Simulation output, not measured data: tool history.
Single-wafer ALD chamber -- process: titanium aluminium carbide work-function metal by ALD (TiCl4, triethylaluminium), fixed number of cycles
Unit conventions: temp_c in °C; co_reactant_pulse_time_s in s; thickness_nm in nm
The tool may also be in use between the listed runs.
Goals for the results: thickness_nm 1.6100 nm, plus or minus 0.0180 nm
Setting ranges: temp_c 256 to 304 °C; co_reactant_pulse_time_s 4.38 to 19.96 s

run  hour  temp_c  co_reactant_pulse_time_s  thickness_nm
  1   0.0     280                     12.17        1.7947
  2   9.0     275                     12.17        1.7481
  3  10.0     272                     11.96        1.7113
  4  10.5     272                     14.08        1.7285
  5  14.1     269                     13.92        1.6927
  6  21.6     269                     12.26        1.6917
  7  24.3     267                     12.16        1.6703
  8  29.6     266                     12.08        1.6594
  9  35.5     265                     12.02        1.6530
 10  44.0     264                     11.96        1.6383
 11  52.2     263                     11.92        1.6319

4 next moves are on the table. One of them brings every result within its allowed miss. Which?
  A  60.4     262                     10.09             ?
  B  60.4     269                     10.18             ?
  C  60.4     257                     12.13             ?
  D  60.4     266                     12.11             ?

move  thickness_nm
   A        1.6080
   B        1.6737
   C        1.5763
   D        1.6599
A: all results land within tolerance of their targets
B: its largest miss is bigger than the last run's
C: the result that was furthest off in the last run now lies on the other side of its target
D: its largest miss is bigger than the last run's
A is the move that brings every result within its allowed miss.

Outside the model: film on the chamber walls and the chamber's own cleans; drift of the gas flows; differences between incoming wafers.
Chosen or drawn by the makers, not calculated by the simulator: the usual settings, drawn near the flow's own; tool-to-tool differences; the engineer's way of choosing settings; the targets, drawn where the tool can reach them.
